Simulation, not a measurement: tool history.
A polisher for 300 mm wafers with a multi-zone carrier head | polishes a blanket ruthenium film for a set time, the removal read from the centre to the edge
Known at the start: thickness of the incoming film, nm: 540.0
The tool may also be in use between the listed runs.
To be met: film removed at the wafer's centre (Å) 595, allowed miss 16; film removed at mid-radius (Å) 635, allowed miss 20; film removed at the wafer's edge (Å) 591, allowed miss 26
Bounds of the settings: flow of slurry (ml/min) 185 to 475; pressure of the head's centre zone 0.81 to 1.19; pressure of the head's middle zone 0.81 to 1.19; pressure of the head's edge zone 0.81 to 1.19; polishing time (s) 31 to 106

| run | hour | flow of slurry (ml/min) | pressure of the head's centre zone | pressure of the head's middle zone | pressure of the head's edge zone | polishing time (s) | film removed at the wafer's centre (Å) | film removed at mid-radius (Å) | film removed at the wafer's edge (Å) |
|---|---|---|---|---|---|---|---|---|---|
| 1 | 0 | 305 | 1 | 1 | 1 | 68 | 528.71 | 540.47 | 537.9 |
| 2 | 3.4 | 310 | 1.01 | 1.02 | 1.01 | 68 | 532.45 | 557.14 | 534.02 |
| 3 | 9.5 | 315 | 1.02 | 1.03 | 1.03 | 69 | 544.22 | 560.6 | 542.48 |
| 4 | 14.8 | 315 | 1.02 | 1.04 | 1.03 | 70 | 552.38 | 579.79 | 552.38 |
| 5 | 23.5 | 315 | 1.02 | 1.05 | 1.04 | 71 | 563.19 | 580.91 | 562.53 |
| 6 | 31.9 | 320 | 1.02 | 1.06 | 1.04 | 71 | 570.23 | 598.86 | 557.38 |
| 7 | 36.4 | 325 | 1.02 | 1.06 | 1.05 | 71 | 558.31 | 591.35 | 560.57 |
| 8 | 38.5 | 325 | 1.02 | 1.06 | 1.05 | 71 | 562.06 | 592.17 | 570.02 |
| 9 | 41.6 | 330 | 1.02 | 1.07 | 1.05 | 71 | 562.1 | 605.78 | 558.8 |

Which of these 4 next moves meets every target?
| A | 44.7 | 355 | 0.91 | 1.08 | 1.1 | 76 | ? | ? | ? |
| B | 44.7 | 365 | 1 | 0.92 | 0.99 | 76 | ? | ? | ? |
| C | 44.7 | 320 | 1.09 | 1.08 | 1.03 | 70 | ? | ? | ? |
| D | 44.7 | 390 | 1.02 | 1.09 | 1.05 | 74 | ? | ? | ? |

| move | film removed at the wafer's centre (Å) | film removed at mid-radius (Å) | film removed at the wafer's edge (Å) |
|---|---|---|---|
| A | 541 | 640.4 | 637.14 |
| B | 595.71 | 574.72 | 607.22 |
| C | 592.61 | 584.8 | 564.79 |
| D | 595.28 | 631.41 | 609.26 |
A: further off than the last run
B: brings the result that was furthest off to its target, and leaves another outside
C: brings the result that was furthest off to its target, and leaves another outside
D: meets every target
Move D is the one to make.
